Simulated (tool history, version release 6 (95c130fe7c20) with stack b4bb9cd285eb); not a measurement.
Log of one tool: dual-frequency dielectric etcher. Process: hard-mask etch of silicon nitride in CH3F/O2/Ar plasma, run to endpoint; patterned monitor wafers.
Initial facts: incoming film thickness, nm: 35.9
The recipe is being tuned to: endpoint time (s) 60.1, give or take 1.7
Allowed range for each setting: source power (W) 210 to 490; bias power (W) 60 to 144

run	day	source power (W)	bias power (W)	endpoint time (s)
1	0	350	102	48.788
2	0.371	410	102	45.135
3	0.571	410	119	42.429
4	0.921	350	108	48.01
5	0.992	380	108	46.071
6	1.346	330	101	50.223
7	1.533	300	96	54.618
8	1.579	280	95	56.74
9	1.904	270	94	57.458

Pick the move, out of 4, that brings all results within their allowed miss; only one does.
A	2.229	280	103	?
B	2.229	280	106	?
C	2.229	260	107	?
D	2.229	290	78	?

move	endpoint time (s)
A	55.206
B	54.613
C	56.906
D	59.859
A: moves away from the targets compared with the last run
B: moves away from the targets compared with the last run
C: moves away from the targets compared with the last run
D: hits every target within its allowed miss
D meets every target.

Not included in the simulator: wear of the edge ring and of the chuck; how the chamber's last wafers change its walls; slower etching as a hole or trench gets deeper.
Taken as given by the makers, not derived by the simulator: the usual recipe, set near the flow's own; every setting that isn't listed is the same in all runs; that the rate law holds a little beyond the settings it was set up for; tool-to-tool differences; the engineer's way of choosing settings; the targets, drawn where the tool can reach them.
